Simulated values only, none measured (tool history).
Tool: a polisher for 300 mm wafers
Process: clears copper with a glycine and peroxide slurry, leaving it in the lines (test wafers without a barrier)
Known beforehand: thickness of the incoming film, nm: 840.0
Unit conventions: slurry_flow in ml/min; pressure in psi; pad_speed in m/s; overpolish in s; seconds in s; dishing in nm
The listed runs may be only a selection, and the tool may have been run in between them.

run	hour	slurry_flow	pressure	pad_speed	overpolish	seconds	dishing
1	0	220	3.1	1.24	13	101.55	56.882
2	3.4	220	3.4	1.24	15	96.396	68.48
3	8.7	220	3.7	1.24	16	87.93	72.517
4	14.7	220	4.3	1.24	16	77.795	83.499
5	15.9	220	4.3	0.94	16	99.233	71.125
6	20.8	220	4.5	0.98	17	90.888	74.821

Run 7 has not been measured yet. What should we expect?
7	23.9	220	4.6	1.02	18	?	?

Run 7 gave seconds 85.652 s, dishing 80.833 nm.
